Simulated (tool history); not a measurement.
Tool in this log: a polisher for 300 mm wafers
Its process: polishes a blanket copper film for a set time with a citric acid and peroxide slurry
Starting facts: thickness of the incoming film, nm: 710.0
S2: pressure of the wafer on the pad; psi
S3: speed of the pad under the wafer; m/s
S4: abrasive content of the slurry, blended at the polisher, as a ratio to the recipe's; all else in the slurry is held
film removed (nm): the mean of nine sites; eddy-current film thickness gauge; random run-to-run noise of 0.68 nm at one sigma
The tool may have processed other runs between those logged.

Run 1, day 0: flow of slurry (ml/min) 200, S2 2.6 psi, S3 1.2 m/s, S4 1, polishing time (s) 44. Result: film removed (nm) 97.259.
Run 2, day 0.175: flow of slurry (ml/min) 200, S2 2.4 psi, S3 1.18 m/s, S4 1, polishing time (s) 44. Result: film removed (nm) 89.446.
Run 3, day 0.462: flow of slurry (ml/min) 200, S2 2.4 psi, S3 1.06 m/s, S4 1, polishing time (s) 44. Result: film removed (nm) 82.247.
Run 4, day 0.762: flow of slurry (ml/min) 200, S2 2.2 psi, S3 1.06 m/s, S4 1, polishing time (s) 44. Result: film removed (nm) 74.895.
Run 5, day 0.904: flow of slurry (ml/min) 200, S2 2.2 psi, S3 1.06 m/s, S4 1, polishing time (s) 44. Result: film removed (nm) 73.785.
At day 1.029: head pressure recalibrated.
Run 6, day 1.029: flow of slurry (ml/min) 200, S2 2.2 psi, S3 0.92 m/s, S4 1, polishing time (s) 44. Result: film removed (nm) 63.786.

For run 7, what comes out?
Run 7, day 1.346: flow of slurry (ml/min) 200, S2 2.2 psi, S3 0.92 m/s, S4 1, polishing time (s) 44. Result: film removed (nm) ?.

{"run 7": {"film removed (nm)": 65.34}}
